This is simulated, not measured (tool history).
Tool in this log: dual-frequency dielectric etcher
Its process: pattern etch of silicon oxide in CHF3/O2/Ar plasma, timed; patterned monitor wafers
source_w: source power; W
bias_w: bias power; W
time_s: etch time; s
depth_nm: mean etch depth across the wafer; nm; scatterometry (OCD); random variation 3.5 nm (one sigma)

{"run": 1, "hour": 0.0, "source_w": 750, "bias_w": 169, "time_s": 697.5, "depth_nm": 1444.2}
{"run": 2, "hour": 2.4, "source_w": 690, "bias_w": 164, "time_s": 697.5, "depth_nm": 1391.2}
{"run": 3, "hour": 3.4, "source_w": 640, "bias_w": 160, "time_s": 697.5, "depth_nm": 1334.2}
{"run": 4, "hour": 9.4, "source_w": 600, "bias_w": 159, "time_s": 697.5, "depth_nm": 1302.9}
{"run": 5, "hour": 15.6, "source_w": 600, "bias_w": 159, "time_s": 697.5, "depth_nm": 1299.7}
{"run": 6, "hour": 17.7, "source_w": 570, "bias_w": 158, "time_s": 697.5, "depth_nm": 1278.3}
{"run": 7, "hour": 24.5, "source_w": 550, "bias_w": 157, "time_s": 697.5, "depth_nm": 1256.4}
{"run": 8, "hour": 33.3, "source_w": 540, "bias_w": 157, "time_s": 697.5, "depth_nm": 1249.4}
{"run": 9, "hour": 37.3, "source_w": 530, "bias_w": 157, "time_s": 697.5, "depth_nm": 1234.7}

Run 10 has not been measured yet. What should we expect?
{"run": 10, "hour": 41.5, "source_w": 520, "bias_w": 157, "time_s": 697.5, "depth_nm": "?"}

{"run 10": {"depth_nm": 1230.7}}
